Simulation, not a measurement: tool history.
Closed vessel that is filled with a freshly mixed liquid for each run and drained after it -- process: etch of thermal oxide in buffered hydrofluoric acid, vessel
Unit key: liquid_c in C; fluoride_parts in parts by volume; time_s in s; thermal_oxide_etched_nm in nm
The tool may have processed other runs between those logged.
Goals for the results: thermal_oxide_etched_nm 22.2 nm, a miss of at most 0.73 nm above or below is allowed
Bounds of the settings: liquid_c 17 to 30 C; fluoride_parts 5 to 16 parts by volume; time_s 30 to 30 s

run	hour	liquid_c	fluoride_parts	time_s	thermal_oxide_etched_nm
1	0	22	9.5	30	34.686
2	2.8	20.5	10	30	29.882
3	7.9	24	10	30	36.483
4	13.5	24	10	30	36.606
5	22.5	22	10.5	30	31.402
6	27	19.5	10.5	30	28.015
7	35.9	19	11	30	25.448
8	41.4	18.5	11	30	24.578
9	47.9	18	11	30	24.008
10	53.5	17.5	11	30	23.351

Which one of the following 5 next-run settings gets every result inside its allowed miss? There is exactly one.
A	59.1	17.5	12.5	30	?
B	59.1	18.5	13.5	30	?
C	59.1	17	12.5	30	?
D	59.1	18	12	30	?
E	59.1	17	10.5	30	?

move	thermal_oxide_etched_nm
A	20.587
B	20.195
C	20.013
D	22.038
E	23.731
A: moves the result that the last run missed by most past its target, out the other side
B: moves the result that the last run missed by most past its target, out the other side
C: moves the result that the last run missed by most past its target, out the other side
D: all results in spec
E: lands further from the targets than the last run did
So the answer is move D, the one that meets all the targets.
